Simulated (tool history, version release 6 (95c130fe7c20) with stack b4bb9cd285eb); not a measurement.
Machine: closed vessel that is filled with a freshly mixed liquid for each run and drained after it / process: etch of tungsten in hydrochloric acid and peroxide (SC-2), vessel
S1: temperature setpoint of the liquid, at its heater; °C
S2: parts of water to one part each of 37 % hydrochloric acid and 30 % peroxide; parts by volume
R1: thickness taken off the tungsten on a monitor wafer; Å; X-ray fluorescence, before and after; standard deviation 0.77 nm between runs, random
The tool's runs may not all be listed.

{"run": 1, "day": 0.0, "S1": 46, "S2": 10.5, "time in the liquid (s)": 250, "R1": 616.74}
{"run": 2, "day": 0.171, "S1": 46, "S2": 8.0, "time in the liquid (s)": 250, "R1": 769.2}
{"run": 3, "day": 0.304, "S1": 46, "S2": 8.0, "time in the liquid (s)": 270, "R1": 837.93}
{"run": 4, "day": 0.362, "S1": 46, "S2": 8.0, "time in the liquid (s)": 250, "R1": 772.08}
{"run": 5, "day": 0.442, "S1": 46, "S2": 8.0, "time in the liquid (s)": 270, "R1": 835.07}
{"run": 6, "day": 0.8, "S1": 46, "S2": 8.0, "time in the liquid (s)": 270, "R1": 831.61}
{"run": 7, "day": 1.121, "S1": 54, "S2": 8.0, "time in the liquid (s)": 270, "R1": 1425.6}

What will run 8 give?
{"run": 8, "day": 1.504, "S1": 54, "S2": 8.0, "time in the liquid (s)": 270, "R1": "?"}

{"run 8": {"R1": 1419.1}}
